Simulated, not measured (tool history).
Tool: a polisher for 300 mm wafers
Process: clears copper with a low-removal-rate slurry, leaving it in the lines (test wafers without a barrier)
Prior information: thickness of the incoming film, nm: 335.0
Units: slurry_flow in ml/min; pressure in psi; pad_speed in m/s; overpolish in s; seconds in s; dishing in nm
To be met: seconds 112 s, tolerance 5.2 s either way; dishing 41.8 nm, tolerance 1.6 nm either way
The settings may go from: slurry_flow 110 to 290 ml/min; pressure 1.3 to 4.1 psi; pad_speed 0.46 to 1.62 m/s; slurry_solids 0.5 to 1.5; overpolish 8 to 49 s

| run | hour | slurry_flow | pressure | pad_speed | slurry_solids | overpolish | seconds | dishing |
|---|---|---|---|---|---|---|---|---|
| 1 | 0 | 185 | 2.7 | 1.04 | 1 | 25 | 128.5 | 31.163 |
| 2 | 5.5 | 185 | 2.7 | 1.04 | 1 | 26 | 128.36 | 31.711 |
| 3 | 9.8 | 185 | 2.7 | 0.9 | 1 | 26 | 147.93 | 29.652 |
| 4 | 12 | 185 | 2.7 | 0.9 | 1.1 | 26 | 143.04 | 29.734 |
| 5 | 13.1 | 215 | 2.7 | 0.9 | 1.1 | 26 | 140.46 | 30.232 |
| 6 | 14.7 | 215 | 2.8 | 0.9 | 1.1 | 27 | 135.96 | 31.987 |
| 7 | 20.3 | 215 | 2.9 | 0.9 | 1.1 | 28 | 129.84 | 33.218 |
| 8 | 21.7 | 215 | 2.9 | 0.9 | 1.1 | 29 | 133.11 | 34.009 |
| 9 | 28.5 | 215 | 3 | 0.9 | 1.1 | 29 | 128.9 | 34.856 |

Consider the 5 candidate settings below. Which is the only one whose results all fall within their allowed miss of target?
| A | 35.3 | 195 | 2.4 | 1.14 | 0.7 | 39 | ? | ? |
| B | 35.3 | 245 | 3.3 | 0.84 | 1.25 | 32 | ? | ? |
| C | 35.3 | 175 | 3.4 | 0.94 | 1.15 | 36 | ? | ? |
| D | 35.3 | 210 | 3.3 | 0.78 | 1.05 | 26 | ? | ? |
| E | 35.3 | 290 | 2.8 | 1.02 | 1.4 | 20 | ? | ? |

| move | seconds | dishing |
|---|---|---|
| A | 147.58 | 36.084 |
| B | 120.12 | 37.406 |
| C | 111.92 | 40.628 |
| D | 138.34 | 31.144 |
| E | 110.03 | 30.173 |
A: the biggest miss grows against the last run
B: moves toward the targets from the last run without getting all of them in spec
C: all results land within tolerance of their targets
D: the biggest miss grows against the last run
E: the biggest miss grows against the last run
So the answer is move C, the one that meets all the targets.
